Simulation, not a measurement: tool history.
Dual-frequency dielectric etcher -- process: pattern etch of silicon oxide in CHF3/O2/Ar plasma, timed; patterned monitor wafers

| run | hour | source power (W) | bias power (W) | etch time (s) | mean etch depth across the wafer (Å) |
|---|---|---|---|---|---|
| 1 | 0.0 | 800 | 215 | 527.5 | 12493 |
| 2 | 8.2 | 920 | 215 | 527.5 | 13385 |
| 3 | 10.0 | 920 | 181 | 527.5 | 12558 |
| 4 | 16.6 | 900 | 180 | 527.5 | 12367 |
| 5 | 22.3 | 900 | 180 | 551.5 | 12881 |
| 6 | 29.2 | 870 | 179 | 551.5 | 12710 |
| 7 | 33.0 | 870 | 179 | 551.5 | 12698 |
| 8 | 36.5 | 850 | 178 | 551.5 | 12726 |

Run 9 comes next. What will it give?
| 9 | 45.1 | 690 | 162 | 550.0 | ? |

mean etch depth across the wafer (Å): 11045
